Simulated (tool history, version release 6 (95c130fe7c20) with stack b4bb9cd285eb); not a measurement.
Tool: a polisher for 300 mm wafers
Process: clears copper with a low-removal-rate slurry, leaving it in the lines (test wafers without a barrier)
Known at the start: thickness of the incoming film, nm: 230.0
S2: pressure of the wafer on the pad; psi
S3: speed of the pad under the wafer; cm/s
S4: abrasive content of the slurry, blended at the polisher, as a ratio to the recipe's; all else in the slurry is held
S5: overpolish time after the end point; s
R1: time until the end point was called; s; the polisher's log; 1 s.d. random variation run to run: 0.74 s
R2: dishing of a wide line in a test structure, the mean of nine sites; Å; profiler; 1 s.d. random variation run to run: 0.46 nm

Run 1, hour 0: flow of slurry (ml/min) 275, S2 2.8 psi, S3 102 cm/s, S4 1, S5 26 s. Result: R1 74.831 s, R2 328.8 Å.
Run 2, hour 7: flow of slurry (ml/min) 275, S2 2.2 psi, S3 102 cm/s, S4 1, S5 26 s. Result: R1 94.288 s, R2 288.71 Å.
Run 3, hour 15: flow of slurry (ml/min) 275, S2 2.4 psi, S3 102 cm/s, S4 1, S5 20 s. Result: R1 85.058 s, R2 245.03 Å.
Run 4, hour 20.9: flow of slurry (ml/min) 275, S2 2.4 psi, S3 102 cm/s, S4 1, S5 15 s. Result: R1 86.053 s, R2 207.78 Å.
Run 5, hour 29.9: flow of slurry (ml/min) 275, S2 2.5 psi, S3 102 cm/s, S4 1, S5 14 s. Result: R1 82.68 s, R2 203.91 Å.
At hour 32.7: head pressure recalibrated.
Run 6, hour 32.7: flow of slurry (ml/min) 275, S2 2.5 psi, S3 102 cm/s, S4 1.1, S5 14 s. Result: R1 72.13 s, R2 233.79 Å.
Run 7, hour 34.9: flow of slurry (ml/min) 285, S2 2.4 psi, S3 102 cm/s, S4 1.05, S5 8 s. Result: R1 75.626 s, R2 143.1 Å.
Run 8, hour 37.5: flow of slurry (ml/min) 285, S2 2.4 psi, S3 102 cm/s, S4 1.05, S5 8 s. Result: R1 76.101 s, R2 135.56 Å.
Run 9, hour 44.8: flow of slurry (ml/min) 265, S2 2.5 psi, S3 102 cm/s, S4 1.05, S5 9 s. Result: R1 72.579 s, R2 159.59 Å.

Predict the results of run 10:
Run 10, hour 48.9: flow of slurry (ml/min) 265, S2 2.5 psi, S3 102 cm/s, S4 1.05, S5 10 s. Result: R1 ?, R2 ?.

Run 10 yielded R1 72.241 s, R2 174.56 Å.
